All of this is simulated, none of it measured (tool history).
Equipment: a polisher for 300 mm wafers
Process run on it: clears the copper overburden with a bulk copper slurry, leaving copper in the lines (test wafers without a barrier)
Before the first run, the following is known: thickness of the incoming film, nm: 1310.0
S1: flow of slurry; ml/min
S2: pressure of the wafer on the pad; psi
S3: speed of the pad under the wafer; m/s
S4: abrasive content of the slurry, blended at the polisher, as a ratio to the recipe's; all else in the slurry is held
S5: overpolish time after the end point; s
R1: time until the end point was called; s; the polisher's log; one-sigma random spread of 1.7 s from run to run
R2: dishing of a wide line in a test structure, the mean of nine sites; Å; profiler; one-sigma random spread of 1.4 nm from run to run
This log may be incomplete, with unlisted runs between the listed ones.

run	day	S1	S2	S3	S4	S5	R1	R2
1	0.000	145	3.1	1.04	1.00	13	116.34	868.81
2	0.296	145	3.1	1.04	1.00	8	119.27	578.01
3	0.650	135	2.6	1.04	1.00	11	142.31	639.80
4	0.692	135	2.6	1.04	0.85	11	147.61	637.61
5	0.921	100	2.6	1.04	0.85	11	157.32	613.58
6	1.267	95	2.3	1.04	0.85	12	180.34	553.89

Expected results for the next run?
7	1.608	90	1.9	1.02	0.85	18	?	?

{"run 7": {"R1": 226.07, "R2": 664.41}}

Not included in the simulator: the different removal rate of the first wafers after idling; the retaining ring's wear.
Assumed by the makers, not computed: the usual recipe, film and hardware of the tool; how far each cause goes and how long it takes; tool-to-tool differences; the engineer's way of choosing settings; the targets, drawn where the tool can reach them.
